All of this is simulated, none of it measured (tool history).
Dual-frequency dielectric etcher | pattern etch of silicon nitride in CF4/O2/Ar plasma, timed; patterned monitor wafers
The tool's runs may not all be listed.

| run | hour | source power (W) | bias power (W) | Ar flow (sccm) | CF4 flow (sccm) | etch time (s) | mean etch depth across the wafer (Å) |
|---|---|---|---|---|---|---|---|
| 1 | 0 | 440 | 66 | 137 | 116 | 333.5 | 5967.6 |
| 2 | 8.8 | 510 | 66 | 137 | 116 | 333.5 | 6938.2 |
| 3 | 16.9 | 550 | 66 | 137 | 116 | 333.5 | 7514.8 |
| 4 | 21.4 | 550 | 72 | 137 | 116 | 333.5 | 7782.1 |
| 5 | 28.5 | 500 | 67 | 140 | 113 | 329.5 | 6728.3 |
| 6 | 30.7 | 460 | 63 | 143 | 111 | 327 | 5914 |
| 7 | 32.7 | 420 | 60 | 145 | 110 | 326.5 | 5280.3 |
| 8 | 37 | 390 | 58 | 146 | 109 | 326 | 4785.6 |

Run 9 comes next. What will it give?
| 9 | 45.9 | 370 | 57 | 146 | 109 | 326 | ? |

Run 9 gave mean etch depth across the wafer (Å) 4470.
